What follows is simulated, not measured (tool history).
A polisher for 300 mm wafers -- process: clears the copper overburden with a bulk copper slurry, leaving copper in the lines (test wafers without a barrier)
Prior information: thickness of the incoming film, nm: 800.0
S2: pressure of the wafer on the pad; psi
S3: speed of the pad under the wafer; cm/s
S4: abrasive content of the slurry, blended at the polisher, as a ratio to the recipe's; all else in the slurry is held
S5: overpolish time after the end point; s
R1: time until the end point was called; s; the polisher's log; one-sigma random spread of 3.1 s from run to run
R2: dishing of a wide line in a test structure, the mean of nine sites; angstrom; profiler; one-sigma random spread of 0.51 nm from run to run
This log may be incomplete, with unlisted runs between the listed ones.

Run 1, hour 0.0: flow of slurry (ml/min) 290, S2 2.9 psi, S3 96 cm/s, S4 1.00, S5 15 s. Result: R1 114.860 s, R2 729.21 angstrom.
Run 2, hour 1.8: flow of slurry (ml/min) 290, S2 2.9 psi, S3 112 cm/s, S4 1.00, S5 15 s. Result: R1 98.664 s, R2 806.36 angstrom.
Run 3, hour 8.8: flow of slurry (ml/min) 290, S2 2.9 psi, S3 126 cm/s, S4 1.00, S5 15 s. Result: R1 87.660 s, R2 859.31 angstrom.
Run 4, hour 16.0: flow of slurry (ml/min) 290, S2 2.9 psi, S3 126 cm/s, S4 0.90, S5 15 s. Result: R1 89.400 s, R2 865.34 angstrom.
Run 5, hour 18.4: flow of slurry (ml/min) 285, S2 2.5 psi, S3 106 cm/s, S4 0.85, S5 15 s. Result: R1 123.690 s, R2 650.99 angstrom.
Run 6, hour 21.3: flow of slurry (ml/min) 285, S2 2.5 psi, S3 88 cm/s, S4 0.85, S5 15 s. Result: R1 146.280 s, R2 586.92 angstrom.
Run 7, hour 26.5: flow of slurry (ml/min) 280, S2 2.2 psi, S3 78 cm/s, S4 0.80, S5 15 s. Result: R1 188.260 s, R2 467.59 angstrom.
Run 8, hour 32.8: flow of slurry (ml/min) 270, S2 1.4 psi, S3 52 cm/s, S4 0.80, S5 17 s. Result: R1 437.010 s, R2 247.94 angstrom.
Run 9, hour 33.4: flow of slurry (ml/min) 280, S2 1.5 psi, S3 52 cm/s, S4 0.80, S5 17 s. Result: R1 411.860 s, R2 265.09 angstrom.
Run 10, hour 41.9: flow of slurry (ml/min) 280, S2 1.6 psi, S3 52 cm/s, S4 0.80, S5 17 s. Result: R1 388.120 s, R2 277.58 angstrom.
Run 11, hour 43.8: flow of slurry (ml/min) 285, S2 1.7 psi, S3 52 cm/s, S4 0.80, S5 17 s. Result: R1 359.500 s, R2 293.62 angstrom.
Run 12, hour 48.9: flow of slurry (ml/min) 285, S2 1.7 psi, S3 52 cm/s, S4 0.80, S5 17 s. Result: R1 363.280 s, R2 292.73 angstrom.
Run 13, hour 57.9: flow of slurry (ml/min) 295, S2 1.7 psi, S3 52 cm/s, S4 0.80, S5 17 s. Result: R1 361.580 s, R2 303.93 angstrom.

The next listed run, before its measurement:
Run 14, hour 66.2: flow of slurry (ml/min) 300, S2 1.7 psi, S3 52 cm/s, S4 0.80, S5 17 s. Result: R1 ?, R2 ?.

R1: 362.110 s
R2: 307.53 angstrom
